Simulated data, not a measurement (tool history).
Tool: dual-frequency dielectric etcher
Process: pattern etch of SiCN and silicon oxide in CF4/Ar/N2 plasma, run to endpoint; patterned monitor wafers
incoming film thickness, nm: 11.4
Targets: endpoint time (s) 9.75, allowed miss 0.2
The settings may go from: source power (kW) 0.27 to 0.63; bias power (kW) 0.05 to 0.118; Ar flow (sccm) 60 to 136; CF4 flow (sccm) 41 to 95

run	hour	source power (kW)	bias power (kW)	Ar flow (sccm)	CF4 flow (sccm)	endpoint time (s)
1	0	0.45	0.084	98	68	12.295
2	6.9	0.45	0.084	98	75	12.083
3	8.9	0.45	0.091	98	75	11.683
4	11	0.47	0.091	98	75	11.146
5	19.5	0.47	0.082	98	75	11.647
6	24	0.47	0.095	98	75	10.891
7	30.7	0.48	0.095	98	75	10.648
8	33.1	0.49	0.095	98	75	10.465
9	42.1	0.5	0.095	98	75	10.234
10	47.4	0.51	0.095	98	75	10.041

5 next moves are on the table. One of them brings every result within its allowed miss. Which?
A	52.7	0.53	0.105	109	75	?
B	52.7	0.6	0.08	117	62	?
C	52.7	0.61	0.08	98	67	?
D	52.7	0.58	0.076	80	76	?
E	52.7	0.55	0.093	101	77	?

move	endpoint time (s)
A	9.2989
B	9.6745
C	9.1246
D	9.3299
E	9.2977
A: takes the result that was furthest off past its target
B: meets every target
C: takes the result that was furthest off past its target
D: takes the result that was furthest off past its target
E: takes the result that was furthest off past its target
Answer: B
